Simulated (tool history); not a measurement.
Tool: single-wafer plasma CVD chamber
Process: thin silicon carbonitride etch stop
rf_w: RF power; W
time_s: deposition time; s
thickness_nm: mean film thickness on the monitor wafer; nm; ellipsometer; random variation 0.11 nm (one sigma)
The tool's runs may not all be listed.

run	hour	rf_w	time_s	thickness_nm
1	0	185	26.9	15.342
2	1.2	190	27.6	15.687
3	8.2	195	28.4	16.374
4	17.1	195	25.4	14.451
5	18.9	195	26.5	15.187
6	27.6	185	26.5	14.91
7	30.8	190	27.3	15.516
8	35.6	195	28	16.244
9	43.9	200	28.4	16.262
10	47.3	200	29.1	16.746
11	53.8	200	29.7	17.136
12	56.5	200	30.2	17.532
13	61.3	200	30.6	17.746
14	62.1	200	30.9	17.909
15	70.6	200	31.2	18.042

Run 16 comes next. What will it give?
16	73.3	205	31.4	?

Run 16 gave thickness_nm 18.3 nm.
